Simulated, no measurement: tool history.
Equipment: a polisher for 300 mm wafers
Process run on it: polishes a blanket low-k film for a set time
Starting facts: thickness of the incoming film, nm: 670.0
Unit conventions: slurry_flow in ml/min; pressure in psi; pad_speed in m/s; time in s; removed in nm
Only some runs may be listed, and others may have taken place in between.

Run 1, day 0: slurry_flow 130 ml/min, pressure 2.3 psi, pad_speed 1.28 m/s, slurry_solids 1, time 93 s. Result: removed 54.301 nm.
Run 2, day 0.179: slurry_flow 160 ml/min, pressure 2.3 psi, pad_speed 1.28 m/s, slurry_solids 1, time 93 s. Result: removed 55.651 nm.
Run 3, day 0.421: slurry_flow 160 ml/min, pressure 2 psi, pad_speed 1.26 m/s, slurry_solids 1, time 93 s. Result: removed 49.581 nm.
Run 4, day 0.758: slurry_flow 160 ml/min, pressure 1.7 psi, pad_speed 1.24 m/s, slurry_solids 1, time 93 s. Result: removed 43.527 nm.
Run 5, day 0.8: slurry_flow 145 ml/min, pressure 1.7 psi, pad_speed 1.24 m/s, slurry_solids 1, time 93 s. Result: removed 43.202 nm.
Run 6, day 1.129: slurry_flow 145 ml/min, pressure 1.7 psi, pad_speed 1.24 m/s, slurry_solids 1, time 93 s. Result: removed 42.519 nm.
Run 7, day 1.35: slurry_flow 145 ml/min, pressure 1.6 psi, pad_speed 1.24 m/s, slurry_solids 1, time 93 s. Result: removed 40.662 nm.

The next listed run, before its measurement:
Run 8, day 1.542: slurry_flow 145 ml/min, pressure 1.5 psi, pad_speed 1.24 m/s, slurry_solids 1, time 93 s. Result: removed ?.

removed: 39.873 nm

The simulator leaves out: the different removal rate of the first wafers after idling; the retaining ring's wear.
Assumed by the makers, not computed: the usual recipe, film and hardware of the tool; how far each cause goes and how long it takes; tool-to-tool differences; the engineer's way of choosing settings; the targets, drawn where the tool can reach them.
